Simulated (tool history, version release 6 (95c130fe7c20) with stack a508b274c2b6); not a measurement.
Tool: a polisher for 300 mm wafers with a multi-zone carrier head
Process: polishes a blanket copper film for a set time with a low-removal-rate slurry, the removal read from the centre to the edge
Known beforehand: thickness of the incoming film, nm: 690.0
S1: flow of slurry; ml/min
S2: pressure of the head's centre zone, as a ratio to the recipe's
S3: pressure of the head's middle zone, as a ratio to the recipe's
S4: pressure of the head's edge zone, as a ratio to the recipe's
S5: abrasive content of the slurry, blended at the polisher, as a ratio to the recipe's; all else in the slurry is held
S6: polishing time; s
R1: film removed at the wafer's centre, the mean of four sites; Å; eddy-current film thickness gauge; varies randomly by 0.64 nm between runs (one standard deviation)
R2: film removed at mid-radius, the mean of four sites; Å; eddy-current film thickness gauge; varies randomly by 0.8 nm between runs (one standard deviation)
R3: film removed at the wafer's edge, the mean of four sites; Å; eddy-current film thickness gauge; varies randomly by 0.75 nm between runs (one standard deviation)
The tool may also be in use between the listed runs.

Run 1, day 0.000: S1 310 ml/min, S2 1.00, S3 1.00, S4 1.00, S5 1.0, S6 31 s. Result: R1 776.91 Å, R2 779.71 Å, R3 815.69 Å.
Run 2, day 0.250: S1 310 ml/min, S2 1.00, S3 1.00, S4 1.08, S5 1.0, S6 31 s. Result: R1 773.84 Å, R2 779.30 Å, R3 829.92 Å.
Run 3, day 0.479: S1 320 ml/min, S2 1.00, S3 1.02, S4 1.10, S5 1.1, S6 31 s. Result: R1 800.95 Å, R2 811.99 Å, R3 857.17 Å.
Run 4, day 0.850: S1 320 ml/min, S2 1.00, S3 1.02, S4 1.10, S5 1.1, S6 28 s. Result: R1 718.70 Å, R2 741.70 Å, R3 785.75 Å.
Run 5, day 1.188: S1 320 ml/min, S2 1.00, S3 1.02, S4 1.18, S5 1.1, S6 28 s. Result: R1 721.62 Å, R2 730.12 Å, R3 817.56 Å.
Run 6, day 1.254: S1 320 ml/min, S2 1.00, S3 1.10, S4 1.18, S5 1.1, S6 28 s. Result: R1 727.67 Å, R2 782.92 Å, R3 799.25 Å.

Run 7 is up next; what results do you expect?
Run 7, day 1.475: S1 330 ml/min, S2 1.00, S3 1.11, S4 1.18, S5 1.2, S6 28 s. Result: R1 ?, R2 ?, R3 ?.

R1: 745.14 Å
R2: 806.37 Å
R3: 819.45 Å
